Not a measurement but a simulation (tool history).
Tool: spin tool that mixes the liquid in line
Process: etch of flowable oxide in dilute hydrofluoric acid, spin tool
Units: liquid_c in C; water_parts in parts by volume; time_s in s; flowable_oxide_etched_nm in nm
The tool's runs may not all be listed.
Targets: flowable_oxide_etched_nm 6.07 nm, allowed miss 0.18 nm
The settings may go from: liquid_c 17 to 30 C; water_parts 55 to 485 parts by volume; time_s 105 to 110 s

run 1 hour=0 | liquid_c=22 water_parts=270 time_s=105 | flowable_oxide_etched_nm=10.873
run 2 hour=5.2 | liquid_c=20.5 water_parts=295 time_s=105 | flowable_oxide_etched_nm=9.356
run 3 hour=8.1 | liquid_c=20.5 water_parts=340 time_s=105 | flowable_oxide_etched_nm=7.614
run 4 hour=10.5 | liquid_c=22.5 water_parts=340 time_s=105 | flowable_oxide_etched_nm=8.2533
run 5 hour=15.7 | liquid_c=21 water_parts=350 time_s=105 | flowable_oxide_etched_nm=7.5283
run 6 hour=24.1 | liquid_c=20 water_parts=355 time_s=105 | flowable_oxide_etched_nm=7.1424
run 7 hour=26 | liquid_c=19.5 water_parts=360 time_s=105 | flowable_oxide_etched_nm=6.732
run 8 hour=29.2 | liquid_c=17 water_parts=360 time_s=105 | flowable_oxide_etched_nm=6.3399

4 next moves are on the table. One of them brings every result within its allowed miss. Which?
run A hour=32.4 | liquid_c=21.5 water_parts=435 time_s=110 | flowable_oxide_etched_nm=?
run B hour=32.4 | liquid_c=17.5 water_parts=365 time_s=110 | flowable_oxide_etched_nm=?
run C hour=32.4 | liquid_c=18 water_parts=360 time_s=110 | flowable_oxide_etched_nm=?
run D hour=32.4 | liquid_c=20 water_parts=370 time_s=105 | flowable_oxide_etched_nm=?

move=A flowable_oxide_etched_nm=6.0774
move=B flowable_oxide_etched_nm=6.6393
move=C flowable_oxide_etched_nm=6.8829
move=D flowable_oxide_etched_nm=6.8184
A: meets every target
B: further off than the last run
C: further off than the last run
D: further off than the last run
Answer: A

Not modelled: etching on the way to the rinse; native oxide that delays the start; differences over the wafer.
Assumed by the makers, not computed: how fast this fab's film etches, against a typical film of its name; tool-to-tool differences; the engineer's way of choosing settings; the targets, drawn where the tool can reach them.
